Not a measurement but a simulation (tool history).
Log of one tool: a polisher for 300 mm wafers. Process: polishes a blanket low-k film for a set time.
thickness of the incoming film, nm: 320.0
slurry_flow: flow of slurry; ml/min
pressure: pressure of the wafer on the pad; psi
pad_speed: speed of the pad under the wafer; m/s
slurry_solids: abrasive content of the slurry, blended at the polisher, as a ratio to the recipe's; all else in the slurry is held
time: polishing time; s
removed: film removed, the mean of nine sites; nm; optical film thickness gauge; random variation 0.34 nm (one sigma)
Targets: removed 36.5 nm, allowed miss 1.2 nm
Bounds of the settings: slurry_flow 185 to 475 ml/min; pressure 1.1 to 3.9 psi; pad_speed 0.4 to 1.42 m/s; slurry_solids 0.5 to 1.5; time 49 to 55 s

run	day	slurry_flow	pressure	pad_speed	slurry_solids	time	removed
1	0	305	2.5	0.9	1	55	26.54
2	0.146	305	2.5	0.8	1	55	24.796
3	0.312	305	2.5	0.8	1	49	22.349
4	0.562	305	2.8	0.8	1	49	25.071
5	0.617	305	2.8	0.72	1	49	22.708
6	0.767	305	2.8	0.72	1	55	25.602
7	0.921	305	3.5	0.74	1	55	33.126
8	1.108	305	3.6	0.74	1	55	33.561
9	1.354	305	3.7	0.74	1	55	34.589

4 next moves are on the table. One of them brings every result within its allowed miss. Which?
A	1.6	285	3.8	0.9	0.9	55	?
B	1.6	305	3.8	0.72	1	53	?
C	1.6	325	3.3	1.06	1.05	50	?
D	1.6	265	3.8	1.02	0.9	53	?

move	removed
A	39.441
B	33.856
C	37.074
D	41.156
A: takes the result that was furthest off past its target
B: further off than the last run
C: meets every target
D: takes the result that was furthest off past its target
Move C is the one to make.

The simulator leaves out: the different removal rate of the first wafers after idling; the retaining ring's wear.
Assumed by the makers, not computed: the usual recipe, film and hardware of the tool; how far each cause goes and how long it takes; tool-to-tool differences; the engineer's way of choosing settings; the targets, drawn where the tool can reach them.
